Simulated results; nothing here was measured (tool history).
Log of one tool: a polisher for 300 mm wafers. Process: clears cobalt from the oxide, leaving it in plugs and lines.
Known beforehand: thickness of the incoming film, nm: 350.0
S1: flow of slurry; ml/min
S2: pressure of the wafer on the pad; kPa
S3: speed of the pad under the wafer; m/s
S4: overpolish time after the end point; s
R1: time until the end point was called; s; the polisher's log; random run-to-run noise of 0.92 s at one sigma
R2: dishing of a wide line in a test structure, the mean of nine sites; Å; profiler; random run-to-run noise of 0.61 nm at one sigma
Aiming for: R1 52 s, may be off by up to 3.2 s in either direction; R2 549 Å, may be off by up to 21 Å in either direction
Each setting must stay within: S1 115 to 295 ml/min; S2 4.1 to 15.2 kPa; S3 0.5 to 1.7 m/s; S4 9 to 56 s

run 1 hour=0 | S1=190 S2=9.7 S3=1.1 S4=29 | R1=70.565 R2=520.15
run 2 hour=0.9 | S1=165 S2=9.7 S3=1.1 S4=29 | R1=73.505 R2=522.07
run 3 hour=9.5 | S1=170 S2=10.3 S3=1.1 S4=29 | R1=68.383 R2=533.49
run 4 hour=16.4 | S1=170 S2=10.3 S3=1.1 S4=17 | R1=69.62 R2=442.41
run 5 hour=20.6 | S1=170 S2=11 S3=1.1 S4=19 | R1=64.932 R2=473.5
run 6 hour=26 | S1=170 S2=11.7 S3=1.1 S4=20 | R1=60.671 R2=493.45
run 7 hour=28.3 | S1=170 S2=11.7 S3=1.1 S4=21 | R1=62.768 R2=494.76
run 8 hour=35.7 | S1=170 S2=12.4 S3=1.1 S4=21 | R1=57.255 R2=509.57
run 9 hour=41.8 | S1=170 S2=12.4 S3=1.1 S4=22 | R1=57.607 R2=515.38
run 10 hour=48.5 | S1=175 S2=13.1 S3=1.1 S4=23 | R1=55.354 R2=528.13

Which one of the following 4 next-run settings gets every result inside its allowed miss? There is exactly one.
run A hour=55.2 | S1=145 S2=11 S3=1.36 S4=20 | R1=? R2=?
run B hour=55.2 | S1=165 S2=12.4 S3=1.06 S4=32 | R1=? R2=?
run C hour=55.2 | S1=170 S2=13.1 S3=1.16 S4=28 | R1=? R2=?
run D hour=55.2 | S1=180 S2=11.7 S3=1.06 S4=20 | R1=? R2=?

move=A R1=56.275 R2=507.54
move=B R1=60.041 R2=554.65
move=C R1=53.011 R2=553.04
move=D R1=62.302 R2=492.24
A: further off than the last run
B: further off than the last run
C: all results land within tolerance of their targets
D: further off than the last run
The move that meets every target is C.
